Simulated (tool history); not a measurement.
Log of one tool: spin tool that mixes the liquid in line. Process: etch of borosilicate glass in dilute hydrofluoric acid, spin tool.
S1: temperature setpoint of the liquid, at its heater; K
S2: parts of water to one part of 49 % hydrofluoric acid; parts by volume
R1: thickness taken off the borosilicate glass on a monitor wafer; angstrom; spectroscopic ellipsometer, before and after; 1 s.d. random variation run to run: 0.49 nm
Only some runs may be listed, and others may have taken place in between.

run 1 day=0 | S1=295.15 S2=90 time_under_the_liquid_(s)=265 | R1=613.12
run 2 day=0.342 | S1=295.15 S2=90 time_under_the_liquid_(s)=265 | R1=610.53
run 3 day=0.488 | S1=293.65 S2=90 time_under_the_liquid_(s)=265 | R1=578.5
run 4 day=0.746 | S1=294.65 S2=85 time_under_the_liquid_(s)=265 | R1=642.39
run 5 day=0.946 | S1=295.65 S2=80 time_under_the_liquid_(s)=265 | R1=719.19
run 6 day=1.042 | S1=297.15 S2=80 time_under_the_liquid_(s)=265 | R1=760.87

Run 7 has not been measured yet. What should we expect?
run 7 day=1.262 | S1=298.15 S2=80 time_under_the_liquid_(s)=265 | R1=?

Run 7 came out at R1 795.52 angstrom.
